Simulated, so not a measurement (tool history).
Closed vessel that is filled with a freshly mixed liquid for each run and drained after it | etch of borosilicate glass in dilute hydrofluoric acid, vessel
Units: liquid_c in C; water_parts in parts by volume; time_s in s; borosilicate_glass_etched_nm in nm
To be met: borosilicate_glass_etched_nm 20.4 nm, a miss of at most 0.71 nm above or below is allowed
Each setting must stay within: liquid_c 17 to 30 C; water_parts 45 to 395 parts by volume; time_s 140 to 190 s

Run 1, hour 0: liquid_c 22 C, water_parts 220 parts by volume, time_s 190 s. Result: borosilicate_glass_etched_nm 23.844 nm.
Run 2, hour 1.4: liquid_c 25 C, water_parts 220 parts by volume, time_s 190 s. Result: borosilicate_glass_etched_nm 26.392 nm.
Run 3, hour 2: liquid_c 25 C, water_parts 255 parts by volume, time_s 190 s. Result: borosilicate_glass_etched_nm 22.065 nm.
Run 4, hour 9.5: liquid_c 24.5 C, water_parts 255 parts by volume, time_s 190 s. Result: borosilicate_glass_etched_nm 22.252 nm.
Run 5, hour 16.1: liquid_c 26 C, water_parts 255 parts by volume, time_s 190 s. Result: borosilicate_glass_etched_nm 22.737 nm.
Run 6, hour 16.8: liquid_c 25.5 C, water_parts 255 parts by volume, time_s 190 s. Result: borosilicate_glass_etched_nm 22.596 nm.
Run 7, hour 21.5: liquid_c 25 C, water_parts 255 parts by volume, time_s 190 s. Result: borosilicate_glass_etched_nm 22.054 nm.
Run 8, hour 27.3: liquid_c 24.5 C, water_parts 255 parts by volume, time_s 190 s. Result: borosilicate_glass_etched_nm 21.723 nm.
Run 9, hour 29: liquid_c 24 C, water_parts 255 parts by volume, time_s 190 s. Result: borosilicate_glass_etched_nm 21.606 nm.

Next run, 4 choices. One meets every target within its allowed miss, the rest don't. Which?
Run A, hour 30.7: liquid_c 26 C, water_parts 255 parts by volume, time_s 190 s. Result: borosilicate_glass_etched_nm ?.
Run B, hour 30.7: liquid_c 23 C, water_parts 225 parts by volume, time_s 190 s. Result: borosilicate_glass_etched_nm ?.
Run C, hour 30.7: liquid_c 23.5 C, water_parts 260 parts by volume, time_s 175 s. Result: borosilicate_glass_etched_nm ?.
Run D, hour 30.7: liquid_c 22.5 C, water_parts 255 parts by volume, time_s 190 s. Result: borosilicate_glass_etched_nm ?.

move  borosilicate_glass_etched_nm
   A                        22.896
   B                        24.045
   C                        18.838
   D                        20.215
A: lands further from the targets than the last run did
B: lands further from the targets than the last run did
C: the result that was furthest off in the last run now lies on the other side of its target
D: every result lands within tolerance
D meets every target.
